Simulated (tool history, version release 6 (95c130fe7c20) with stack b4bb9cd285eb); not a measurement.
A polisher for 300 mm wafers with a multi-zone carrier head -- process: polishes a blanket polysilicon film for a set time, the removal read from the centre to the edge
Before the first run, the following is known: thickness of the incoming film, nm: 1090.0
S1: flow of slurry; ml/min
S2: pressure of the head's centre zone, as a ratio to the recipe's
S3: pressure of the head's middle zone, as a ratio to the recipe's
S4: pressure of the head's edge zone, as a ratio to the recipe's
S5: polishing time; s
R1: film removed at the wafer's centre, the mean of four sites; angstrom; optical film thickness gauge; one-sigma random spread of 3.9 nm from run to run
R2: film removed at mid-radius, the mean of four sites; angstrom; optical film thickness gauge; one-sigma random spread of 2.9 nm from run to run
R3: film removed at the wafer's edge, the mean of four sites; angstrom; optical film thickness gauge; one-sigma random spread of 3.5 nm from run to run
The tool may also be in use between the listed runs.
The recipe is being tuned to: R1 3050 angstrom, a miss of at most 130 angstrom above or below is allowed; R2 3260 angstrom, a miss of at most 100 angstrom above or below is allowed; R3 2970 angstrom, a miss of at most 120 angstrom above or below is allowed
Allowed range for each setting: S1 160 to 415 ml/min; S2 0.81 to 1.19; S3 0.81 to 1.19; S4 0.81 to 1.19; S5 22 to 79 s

run	hour	S1	S2	S3	S4	S5	R1	R2	R3
1	0	265	1	1	1	50	2193.2	2115.4	2187
2	6.8	265	1.04	1	1	50	2281.4	2114.7	2197.7
3	9.9	265	1.04	1.05	1	50	2264.1	2204.1	2124.9
4	11.7	275	1.04	1.07	1.03	55	2532	2474.8	2500.4
5	17.8	285	1.04	1.11	1.03	57	2617.2	2663.3	2551.5
6	19.1	285	1.08	1.11	1.03	57	2746.9	2645.9	2611.2
7	23.8	295	1.07	1.13	1.03	59	2852.6	2818.1	2654.5
8	32.1	300	1.06	1.15	1.04	60	2782.6	2846.3	2744.3
9	36.3	300	1.06	1.16	1.03	62	2878.6	3062.1	2720.2
10	40.1	300	1.06	1.17	1.04	63	3022.8	3096.9	2891.2

Exercise: of the 4 proposed moves below, exactly one satisfies all targets within the stated allowed misses. Which move is it?
A	43.9	280	1.07	1.19	0.89	65	?	?	?
B	43.9	275	1.09	1.18	0.95	70	?	?	?
C	43.9	285	1.14	1.18	0.91	66	?	?	?
D	43.9	180	1.08	1.19	1.08	69	?	?	?

move	R1	R2	R3
A	3061.8	3210.6	2747.6
B	3351.8	3424.9	3045.5
C	3320.5	3241.1	2822.8
D	3061.8	3202	3055.3
A: brings the last run's worst result on target, with another outside its allowed miss
B: takes the result that was furthest off past its target
C: brings the last run's worst result on target, with another outside its allowed miss
D: meets every target
The move that meets every target is D.
